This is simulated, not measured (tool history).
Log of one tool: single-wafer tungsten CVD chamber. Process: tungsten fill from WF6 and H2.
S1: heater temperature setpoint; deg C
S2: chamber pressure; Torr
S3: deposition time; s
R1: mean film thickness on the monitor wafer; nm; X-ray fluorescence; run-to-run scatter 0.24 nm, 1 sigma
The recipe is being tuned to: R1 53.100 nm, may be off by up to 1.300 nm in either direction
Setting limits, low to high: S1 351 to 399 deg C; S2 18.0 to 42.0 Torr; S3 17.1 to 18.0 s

run 1 day=0.000 | S1=375 S2=30.0 S3=18.0 | R1=33.867
run 2 day=0.112 | S1=375 S2=25.3 S3=18.0 | R1=31.378
run 3 day=0.329 | S1=381 S2=25.9 S3=18.0 | R1=36.446
run 4 day=0.367 | S1=381 S2=30.0 S3=18.0 | R1=38.758
run 5 day=0.708 | S1=390 S2=30.0 S3=18.0 | R1=47.566
run 6 day=0.775 | S1=391 S2=30.0 S3=18.0 | R1=48.771
run 7 day=1.083 | S1=392 S2=30.0 S3=18.0 | R1=49.398
run 8 day=1.342 | S1=393 S2=30.0 S3=18.0 | R1=50.465

Which of these 4 next moves meets every target?
run A day=1.600 | S1=393 S2=33.2 S3=18.0 | R1=?
run B day=1.600 | S1=388 S2=34.2 S3=17.1 | R1=?
run C day=1.600 | S1=394 S2=33.8 S3=18.0 | R1=?
run D day=1.600 | S1=393 S2=29.8 S3=17.6 | R1=?

move=A R1=53.118
move=B R1=45.920
move=C R1=54.725
move=D R1=49.353
A: hits every target within its allowed miss
B: misses by more than the last run did
C: moves the result that the last run missed by most past its target, out the other side
D: misses by more than the last run did
So the answer is move A, the one that meets all the targets.
